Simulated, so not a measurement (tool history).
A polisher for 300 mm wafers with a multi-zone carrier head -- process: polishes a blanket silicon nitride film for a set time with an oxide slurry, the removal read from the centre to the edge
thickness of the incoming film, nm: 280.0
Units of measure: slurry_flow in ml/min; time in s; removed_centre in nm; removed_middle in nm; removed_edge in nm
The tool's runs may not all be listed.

| run | hour | slurry_flow | centre_zone | middle_zone | edge_zone | slurry_solids | time | removed_centre | removed_middle | removed_edge |
|---|---|---|---|---|---|---|---|---|---|---|
| 1 | 0 | 120 | 1 | 1 | 1 | 1 | 38 | 30.354 | 30.481 | 29.862 |
| 2 | 0.8 | 120 | 1 | 0.93 | 1 | 1 | 38 | 29.856 | 29.179 | 29.212 |
| 3 | 2 | 120 | 1 | 0.93 | 0.97 | 1 | 38 | 30.047 | 29.122 | 29.412 |
| 4 | 9 | 135 | 1 | 0.93 | 0.97 | 1 | 38 | 31.403 | 29.724 | 30.384 |
| 5 | 16 | 145 | 1 | 0.93 | 0.97 | 1 | 38 | 31.792 | 30.472 | 30.287 |
| 6 | 20.3 | 160 | 1 | 0.93 | 0.97 | 1 | 38 | 32.531 | 30.894 | 30.635 |
| 7 | 28.2 | 150 | 1.02 | 0.91 | 0.97 | 0.9 | 36 | 28.667 | 26.489 | 26.983 |
| 8 | 36.8 | 145 | 1.04 | 0.89 | 0.96 | 0.85 | 35 | 26.805 | 23.479 | 24.551 |
| 9 | 37.6 | 135 | 1.04 | 0.88 | 0.94 | 0.8 | 35 | 24.972 | 22.196 | 22.723 |
| 10 | 45.9 | 125 | 1.05 | 0.87 | 0.95 | 0.75 | 35 | 23.312 | 20.385 | 20.748 |
| 11 | 49.9 | 120 | 1.06 | 0.86 | 0.98 | 0.75 | 35 | 23.584 | 19.876 | 21.611 |
| 12 | 56.5 | 115 | 1.06 | 0.85 | 0.98 | 0.75 | 35 | 22.84 | 19.606 | 20.874 |
| 13 | 64.7 | 110 | 1.07 | 0.84 | 0.99 | 0.75 | 35 | 22.715 | 19.04 | 20.876 |
| 14 | 69.2 | 105 | 1.08 | 0.84 | 0.99 | 0.75 | 35 | 22.873 | 18.512 | 20.956 |
| 15 | 77.1 | 100 | 1.08 | 0.84 | 0.98 | 0.75 | 35 | 22.366 | 18.591 | 20.564 |
| 16 | 80.1 | 95 | 1.08 | 0.84 | 0.98 | 0.75 | 35 | 21.714 | 18.186 | 20.524 |
| 17 | 88.2 | 90 | 1.09 | 0.84 | 0.96 | 0.75 | 35 | 21.586 | 17.612 | 19.896 |

Run 18, settings as shown, results not yet in. Your forecast:
| 18 | 95.4 | 85 | 1.09 | 0.84 | 0.94 | 0.75 | 35 | ? | ? | ? |

Logged for run 18: removed_centre 21.174 nm, removed_middle 17.64 nm, removed_edge 19.016 nm.

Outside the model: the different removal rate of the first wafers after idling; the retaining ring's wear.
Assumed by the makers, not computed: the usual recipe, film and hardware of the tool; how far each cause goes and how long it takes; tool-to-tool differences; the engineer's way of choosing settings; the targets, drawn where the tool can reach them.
